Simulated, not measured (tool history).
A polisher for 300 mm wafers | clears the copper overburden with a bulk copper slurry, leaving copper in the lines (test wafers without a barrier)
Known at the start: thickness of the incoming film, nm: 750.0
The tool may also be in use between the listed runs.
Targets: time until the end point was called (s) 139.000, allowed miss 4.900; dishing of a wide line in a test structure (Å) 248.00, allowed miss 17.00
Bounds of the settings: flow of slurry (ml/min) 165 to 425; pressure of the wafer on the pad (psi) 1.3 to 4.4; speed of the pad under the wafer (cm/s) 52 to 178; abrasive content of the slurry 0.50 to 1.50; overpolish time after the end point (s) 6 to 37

run	hour	flow of slurry (ml/min)	pressure of the wafer on the pad (psi)	speed of the pad under the wafer (cm/s)	abrasive content of the slurry	overpolish time after the end point (s)	time until the end point was called (s)	dishing of a wide line in a test structure (Å)
1	0.0	275	2.8	114	1.00	19	84.714	635.13
2	3.0	275	2.4	114	1.00	15	98.346	526.93
3	4.5	275	2.1	114	1.00	13	113.600	444.14
4	10.7	275	1.9	118	1.00	11	117.730	389.28
5	19.3	255	1.7	124	0.85	10	129.720	345.46
6	25.9	235	1.6	132	0.75	9	135.540	303.94
7	31.9	225	1.6	136	0.70	8	134.610	280.88
8	36.7	220	1.6	136	0.70	7	130.770	248.24
9	44.7	220	1.6	136	0.70	7	132.100	249.99
10	49.9	215	1.6	136	0.70	7	130.830	244.71

4 next moves are on the table. One of them brings every result within its allowed miss. Which?
A	55.1	215	1.7	132	0.65	7	?	?
B	55.1	170	1.8	132	0.70	6	?	?
C	55.1	205	1.7	134	0.75	7	?	?
D	55.1	215	1.3	164	0.55	7	?	?

move	time until the end point was called (s)	dishing of a wide line in a test structure (Å)
A	128.880	251.33
B	123.930	230.08
C	124.820	257.66
D	137.710	235.05
A: further off than the last run
B: further off than the last run
C: further off than the last run
D: meets every target
The right move is D.
